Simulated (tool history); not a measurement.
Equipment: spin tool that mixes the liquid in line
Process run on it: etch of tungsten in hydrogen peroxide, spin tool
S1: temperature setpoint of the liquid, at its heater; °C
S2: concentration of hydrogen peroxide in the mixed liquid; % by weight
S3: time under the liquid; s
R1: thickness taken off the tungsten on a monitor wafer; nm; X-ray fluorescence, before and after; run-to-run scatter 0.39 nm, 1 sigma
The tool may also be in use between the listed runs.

run	day	S1	S2	S3	R1
1	0.000	51.0	20.0	55	170.370
2	0.208	51.0	18.5	55	162.720
3	0.292	48.5	18.5	55	140.730
4	0.358	48.5	18.5	60	152.720
5	0.629	43.0	18.5	60	107.370
6	0.679	49.5	18.5	60	163.500
7	0.900	49.5	18.5	60	161.790

For run 8, what comes out?
8	1.138	41.5	18.5	60	?

R1: 97.675 nm
